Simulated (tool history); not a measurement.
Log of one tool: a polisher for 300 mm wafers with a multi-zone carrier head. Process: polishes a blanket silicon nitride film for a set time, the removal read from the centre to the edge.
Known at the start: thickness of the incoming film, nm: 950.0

run    day  flow of slurry (ml/min)  pressure of the head's centre zone  pressure of the head's middle zone  pressure of the head's edge zone  polishing time (s)  film removed at the wafer's centre (nm)  film removed at mid-radius (nm)  film removed at the wafer's edge (nm)
  1      0                      140                                   1                                   1                                 1                  74                                   124.93                           132.81                                 135.01
  2  0.292                      160                                1.05                                1.06                              0.99                  75                                   134.95                           144.41                                 139.12
  3  0.654                      185                                1.05                                1.06                              0.99                  75                                   137.53                           145.22                                 142.53
  4  0.754                      185                                0.98                                1.06                              0.99                  75                                    128.7                           147.69                                 138.13
  5  1.088                      185                                0.98                                0.98                              0.99                  75                                   128.97                           137.49                                 141.52
  6  1.175                      190                                1.04                                1.05                              0.95                  77                                   142.53                           149.89                                 144.32
  7  1.462                      195                                1.07                                 1.1                              0.92                  78                                   148.47                           158.17                                 145.26
  8  1.671                      200                                1.09                                1.13                              0.89                  79                                   150.28                            166.7                                 147.42
  9    1.7                      205                                1.12                                1.15                              0.86                  79                                   157.11                           169.65                                 145.45
 10  1.775                      210                                1.13                                1.16                              0.85                  79                                   161.04                            168.6                                 143.07

Run 11 comes next. What will it give?
 11  2.138                      210                                1.13                                1.17                              0.85                  79                                        ?                                ?                                      ?

film removed at the wafer's centre (nm): 159.21
film removed at mid-radius (nm): 172.18
film removed at the wafer's edge (nm): 143.01
